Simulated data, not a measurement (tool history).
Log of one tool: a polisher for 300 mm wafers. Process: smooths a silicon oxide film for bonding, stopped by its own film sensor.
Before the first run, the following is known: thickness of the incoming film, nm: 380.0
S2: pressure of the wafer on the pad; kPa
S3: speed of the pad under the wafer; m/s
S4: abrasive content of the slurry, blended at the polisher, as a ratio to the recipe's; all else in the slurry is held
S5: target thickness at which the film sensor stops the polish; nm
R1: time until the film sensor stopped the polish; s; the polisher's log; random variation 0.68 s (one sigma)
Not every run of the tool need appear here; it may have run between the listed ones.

{"run": 1, "hour": 0.0, "flow of slurry (ml/min)": 160, "S2": 11.7, "S3": 0.72, "S4": 1, "S5": 337, "R1": 76.935}
{"run": 2, "hour": 3.3, "flow of slurry (ml/min)": 160, "S2": 11.7, "S3": 0.88, "S4": 1, "S5": 337, "R1": 66.838}
{"run": 3, "hour": 4.8, "flow of slurry (ml/min)": 160, "S2": 9.7, "S3": 0.88, "S4": 1, "S5": 337, "R1": 83.117}
{"run": 4, "hour": 12.1, "flow of slurry (ml/min)": 160, "S2": 9.7, "S3": 0.74, "S4": 1, "S5": 337, "R1": 89.966}
{"run": 5, "hour": 20.2, "flow of slurry (ml/min)": 160, "S2": 9.7, "S3": 0.58, "S4": 1, "S5": 337, "R1": 101.17}
{"run": 6, "hour": 27.7, "flow of slurry (ml/min)": 160, "S2": 11, "S3": 0.58, "S4": 1, "S5": 337, "R1": 93.323}

Run 7 is up next; what results do you expect?
{"run": 7, "hour": 33.2, "flow of slurry (ml/min)": 160, "S2": 11.7, "S3": 0.58, "S4": 1, "S5": 337, "R1": "?"}

{"run 7": {"R1": 87.581}}
